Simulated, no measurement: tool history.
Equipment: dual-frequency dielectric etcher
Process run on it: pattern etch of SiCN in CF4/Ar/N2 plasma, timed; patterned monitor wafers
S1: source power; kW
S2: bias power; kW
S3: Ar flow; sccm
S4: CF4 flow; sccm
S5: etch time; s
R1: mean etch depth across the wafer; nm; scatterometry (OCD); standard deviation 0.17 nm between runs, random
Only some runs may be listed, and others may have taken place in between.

run	day	S1	S2	S3	S4	S5	R1
1	0.000	0.340	0.090	110	73	72.5	52.177
2	0.358	0.330	0.090	110	73	72.5	51.167
3	0.600	0.280	0.090	110	73	72.5	42.506
4	0.758	0.290	0.090	110	73	72.5	44.273
5	1.017	0.250	0.090	110	73	72.5	38.273
6	1.392	0.250	0.090	110	73	72.5	37.839
7	1.467	0.260	0.090	110	73	72.5	39.250
8	1.588	0.270	0.090	110	73	72.5	41.162
9	1.817	0.280	0.090	110	73	72.5	42.826

Run 10 is up next; what results do you expect?
10	1.892	0.290	0.090	110	73	72.5	?

R1: 44.402 nm
